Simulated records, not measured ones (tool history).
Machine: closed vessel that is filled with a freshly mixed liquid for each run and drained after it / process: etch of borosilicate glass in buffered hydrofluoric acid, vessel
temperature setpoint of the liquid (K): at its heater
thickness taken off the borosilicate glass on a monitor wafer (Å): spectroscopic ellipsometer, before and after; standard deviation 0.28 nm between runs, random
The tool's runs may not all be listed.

run  hour  temperature setpoint of the liquid (K)  parts of 40 % ammonium fluoride to one part of 49 % hydrofluoric acid (parts by volume)  time in the liquid (s)  thickness taken off the borosilicate glass on a monitor wafer (Å)
  1   0.0                                  294.15                                                                                     18.5                     100                                                             698.96
  2   8.7                                  293.15                                                                                     20.0                     100                                                             613.46
  3  16.7                                  292.15                                                                                     21.5                     100                                                             551.48
  4  19.1                                  292.15                                                                                     18.5                     100                                                             618.95
  5  26.4                                  291.65                                                                                     20.5                     100                                                             548.52
  6  30.9                                  295.15                                                                                     20.5                     100                                                             664.33
  7  35.4                                  295.15                                                                                     20.5                     100                                                             669.40
  8  43.9                                  291.15                                                                                     25.0                     100                                                             467.81
  9  44.9                                  290.65                                                                                     25.5                     100                                                             453.55

What does the tool deliver on the next run?
 10  49.1                                  290.65                                                                                     26.0                     100                                                                  ?

{"run 10": {"thickness taken off the borosilicate glass on a monitor wafer (Å)": 444.46}}

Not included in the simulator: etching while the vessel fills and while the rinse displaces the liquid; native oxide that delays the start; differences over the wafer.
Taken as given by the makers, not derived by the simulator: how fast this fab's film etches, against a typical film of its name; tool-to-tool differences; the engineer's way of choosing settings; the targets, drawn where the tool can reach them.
